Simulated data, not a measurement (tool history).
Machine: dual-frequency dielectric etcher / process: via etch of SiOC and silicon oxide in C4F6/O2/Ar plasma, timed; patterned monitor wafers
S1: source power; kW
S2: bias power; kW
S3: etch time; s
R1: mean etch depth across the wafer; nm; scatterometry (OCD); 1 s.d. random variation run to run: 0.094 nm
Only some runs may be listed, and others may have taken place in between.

| run | hour | S1 | S2 | S3 | R1 |
|---|---|---|---|---|---|
| 1 | 0 | 0.48 | 0.163 | 45 | 46.297 |
| 2 | 5.1 | 0.48 | 0.181 | 45 | 49.001 |
| 3 | 10.3 | 0.42 | 0.181 | 45 | 46.368 |
| 4 | 11.9 | 0.42 | 0.21 | 45 | 49.712 |
| 5 | 17.1 | 0.42 | 0.21 | 42 | 46.296 |
|  | 20.1 | source power generator calibrated |
| 6 | 20.1 | 0.42 | 0.21 | 42 | 47.097 |

What will run 7 give?
| 7 | 28.6 | 0.39 | 0.203 | 42 | ? |

Run 7 yielded R1 44.876 nm.

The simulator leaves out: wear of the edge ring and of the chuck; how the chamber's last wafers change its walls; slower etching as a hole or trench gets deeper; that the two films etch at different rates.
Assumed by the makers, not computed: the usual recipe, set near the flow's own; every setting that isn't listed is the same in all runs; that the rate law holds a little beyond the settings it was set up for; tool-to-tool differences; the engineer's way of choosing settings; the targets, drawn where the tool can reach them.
